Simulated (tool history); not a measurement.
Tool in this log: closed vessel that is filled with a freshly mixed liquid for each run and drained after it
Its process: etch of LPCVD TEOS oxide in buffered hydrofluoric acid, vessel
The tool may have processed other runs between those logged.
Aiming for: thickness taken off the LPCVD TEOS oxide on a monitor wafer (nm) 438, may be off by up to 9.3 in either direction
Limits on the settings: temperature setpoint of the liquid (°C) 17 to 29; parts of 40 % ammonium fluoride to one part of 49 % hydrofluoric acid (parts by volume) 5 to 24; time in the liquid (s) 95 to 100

run	hour	temperature setpoint of the liquid (°C)	parts of 40 % ammonium fluoride to one part of 49 % hydrofluoric acid (parts by volume)	time in the liquid (s)	thickness taken off the LPCVD TEOS oxide on a monitor wafer (nm)
1	0	21	14.5	95	254.49
2	1.2	23.5	14	95	297.66
3	6.1	23.5	16.5	95	252.87
4	14.2	22	16.5	95	229.84
5	23	22	16.5	95	231.75
6	25.9	22	16.5	100	245.88
7	27.9	24	15.5	100	291.49
8	32.9	25.5	14.5	100	334.91
9	33.7	25.5	14.5	100	334.9
10	38.5	26.5	14	100	367.43
11	45.2	27.5	13.5	100	403.62
12	49.7	28	13.5	100	419.29

Next run, 4 choices. One meets every target within its allowed miss, the rest don't. Which?
A	54.2	28.5	14.5	100	?
B	54.2	27	13.5	100	?
C	54.2	29	15	100	?
D	54.2	28.5	12.5	95	?

move	thickness taken off the LPCVD TEOS oxide on a monitor wafer (nm)
A	397.04
B	393.11
C	394.37
D	436.16
A: its largest miss is bigger than the last run's
B: its largest miss is bigger than the last run's
C: its largest miss is bigger than the last run's
D: each result inside its tolerance
Correct choice: D, which meets every target
